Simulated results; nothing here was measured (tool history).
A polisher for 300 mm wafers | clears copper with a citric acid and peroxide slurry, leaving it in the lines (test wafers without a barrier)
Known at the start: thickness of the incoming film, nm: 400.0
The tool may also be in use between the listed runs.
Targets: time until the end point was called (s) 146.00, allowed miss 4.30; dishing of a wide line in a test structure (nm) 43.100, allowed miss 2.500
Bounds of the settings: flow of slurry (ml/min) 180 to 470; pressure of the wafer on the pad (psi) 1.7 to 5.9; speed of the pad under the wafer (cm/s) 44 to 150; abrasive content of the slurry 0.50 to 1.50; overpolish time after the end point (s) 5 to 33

run  hour  flow of slurry (ml/min)  pressure of the wafer on the pad (psi)  speed of the pad under the wafer (cm/s)  abrasive content of the slurry  overpolish time after the end point (s)  time until the end point was called (s)  dishing of a wide line in a test structure (nm)
  1   0.0                      300                                     3.8                                       96                            1.00                                       17                                   123.75                                           31.987
  2   5.8                      300                                     3.7                                       96                            1.00                                       19                                   128.67                                           33.824
  3   9.8                      300                                     3.7                                       96                            0.90                                       19                                   131.56                                           32.605
  4  17.9                      300                                     3.7                                      120                            0.90                                       19                                   103.37                                           40.332
  5  22.1                      300                                     3.4                                      120                            0.90                                       21                                   114.32                                           40.841
  6  27.4                      300                                     3.4                                      106                            0.90                                       21                                   127.62                                           36.433
  7  29.4                      300                                     3.3                                      106                            0.90                                       22                                   132.60                                           36.409
  8  34.1                      300                                     3.2                                      106                            0.90                                       23                                   136.38                                           35.842
  9  37.3                      300                                     3.2                                      106                            0.90                                       25                                   136.14                                           39.841
 10  39.3                      300                                     3.1                                      106                            0.90                                       26                                   142.73                                           39.004
 11  44.3                      300                                     3.1                                      106                            0.90                                       27                                   142.43                                           40.951
 12  46.5                      300                                     3.1                                      106                            0.90                                       28                                   139.44                                           41.446
 13  51.5                      300                                     3.1                                      106                            0.90                                       28                                   140.18                                           41.945

Which of these 4 next moves meets every target?
  A  56.5                      385                                     2.9                                      112                            1.15                                       27                                        ?                                                ?
  B  56.5                      315                                     3.1                                      100                            1.00                                       30                                        ?                                                ?
  C  56.5                      320                                     3.2                                      104                            1.00                                       26                                        ?                                                ?
  D  56.5                      355                                     3.9                                       86                            0.90                                       27                                        ?                                                ?

move  time until the end point was called (s)  dishing of a wide line in a test structure (nm)
   A                                   131.73                                           42.150
   B                                   143.77                                           42.974
   C                                   134.08                                           40.736
   D                                   134.99                                           42.321
A: further off than the last run
B: meets every target
C: further off than the last run
D: further off than the last run
The right move is B.
